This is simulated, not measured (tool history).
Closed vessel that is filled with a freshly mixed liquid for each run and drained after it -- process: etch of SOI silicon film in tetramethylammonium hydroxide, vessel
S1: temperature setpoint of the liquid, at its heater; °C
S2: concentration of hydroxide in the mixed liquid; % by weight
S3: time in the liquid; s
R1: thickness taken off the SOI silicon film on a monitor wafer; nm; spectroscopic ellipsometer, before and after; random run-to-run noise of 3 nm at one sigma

Run 1, day 0.000: S1 69.0 °C, S2 8.5 % by weight, S3 85 s. Result: R1 629.01 nm.
Run 2, day 0.196: S1 69.0 °C, S2 9.5 % by weight, S3 85 s. Result: R1 613.29 nm.
Run 3, day 0.467: S1 72.0 °C, S2 9.5 % by weight, S3 85 s. Result: R1 717.82 nm.
Run 4, day 0.733: S1 68.5 °C, S2 9.5 % by weight, S3 85 s. Result: R1 577.13 nm.
Run 5, day 1.079: S1 66.5 °C, S2 9.5 % by weight, S3 85 s. Result: R1 515.70 nm.
Run 6, day 1.400: S1 63.0 °C, S2 9.5 % by weight, S3 85 s. Result: R1 422.79 nm.
Run 7, day 1.729: S1 62.5 °C, S2 9.5 % by weight, S3 85 s. Result: R1 404.83 nm.

Predict the results of run 8:
Run 8, day 1.804: S1 62.0 °C, S2 9.5 % by weight, S3 85 s. Result: R1 ?.

R1: 396.73 nm
